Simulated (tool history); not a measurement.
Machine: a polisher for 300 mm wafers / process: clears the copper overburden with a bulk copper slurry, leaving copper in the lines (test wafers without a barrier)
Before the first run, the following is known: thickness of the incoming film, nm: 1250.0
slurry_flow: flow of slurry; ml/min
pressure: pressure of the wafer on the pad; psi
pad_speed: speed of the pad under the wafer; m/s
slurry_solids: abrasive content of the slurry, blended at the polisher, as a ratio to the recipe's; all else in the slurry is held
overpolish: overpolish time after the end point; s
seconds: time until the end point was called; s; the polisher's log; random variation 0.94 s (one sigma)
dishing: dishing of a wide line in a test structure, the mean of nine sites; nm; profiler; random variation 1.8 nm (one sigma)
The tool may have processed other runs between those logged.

run	hour	slurry_flow	pressure	pad_speed	slurry_solids	overpolish	seconds	dishing
1	0	305	3.4	1.24	1	24	96.157	132.02
2	5.1	305	3.4	1.24	1	29	95.13	140.35
3	13.8	245	3.4	1.24	1	29	97.994	143.16
4	20.9	290	3.4	1.24	1	29	98.198	143.5
5	22	300	3.4	1.26	1	24	94.404	129.37
6	29.8	305	3.4	1.28	1	21	92.816	126.33
7	33.3	325	3.4	1.3	1	18	88.566	119.29
8	38.3	330	3.4	1.3	1	16	89.708	113.4
9	43.7	335	3.4	1.3	1	14	90.68	106.51

For run 10, what comes out?
10	51.2	340	3.4	1.3	1	13	?	?

Run 10 came out at seconds 91.805 s, dishing 98.822 nm.
